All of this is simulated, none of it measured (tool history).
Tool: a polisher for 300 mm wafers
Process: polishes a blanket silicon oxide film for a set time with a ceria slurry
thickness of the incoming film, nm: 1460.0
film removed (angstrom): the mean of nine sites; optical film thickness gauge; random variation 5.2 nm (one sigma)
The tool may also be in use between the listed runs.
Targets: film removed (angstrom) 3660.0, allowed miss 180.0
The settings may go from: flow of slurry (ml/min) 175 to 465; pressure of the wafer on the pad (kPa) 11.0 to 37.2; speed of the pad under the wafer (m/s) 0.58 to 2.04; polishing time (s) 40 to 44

| run | hour | flow of slurry (ml/min) | pressure of the wafer on the pad (kPa) | speed of the pad under the wafer (m/s) | polishing time (s) | film removed (angstrom) |
|---|---|---|---|---|---|---|
| 1 | 0.0 | 295 | 24.1 | 1.30 | 44 | 2768.2 |
| 2 | 0.9 | 295 | 25.5 | 1.30 | 44 | 2935.5 |
| 3 | 3.8 | 295 | 22.1 | 1.30 | 44 | 2455.6 |
| 4 | 7.0 | 295 | 23.4 | 1.30 | 44 | 2601.2 |
| 5 | 14.3 | 295 | 29.0 | 1.30 | 44 | 3215.9 |
| 6 | 23.1 | 295 | 29.6 | 1.30 | 44 | 3305.2 |
| 7 | 30.0 | 295 | 30.3 | 1.30 | 44 | 3264.9 |
| 8 | 36.2 | 295 | 31.0 | 1.30 | 44 | 3481.7 |

Which of these 4 next moves meets every target?
| A | 42.4 | 275 | 31.0 | 1.24 | 44 | ? |
| B | 42.4 | 275 | 33.8 | 1.26 | 44 | ? |
| C | 42.4 | 290 | 29.0 | 1.38 | 43 | ? |
| D | 42.4 | 305 | 33.1 | 1.16 | 42 | ? |

| move | film removed (angstrom) |
|---|---|
| A | 3220.7 |
| B | 3554.9 |
| C | 3282.5 |
| D | 3102.3 |
A: further off than the last run
B: meets every target
C: further off than the last run
D: further off than the last run
Move B is the one to make.
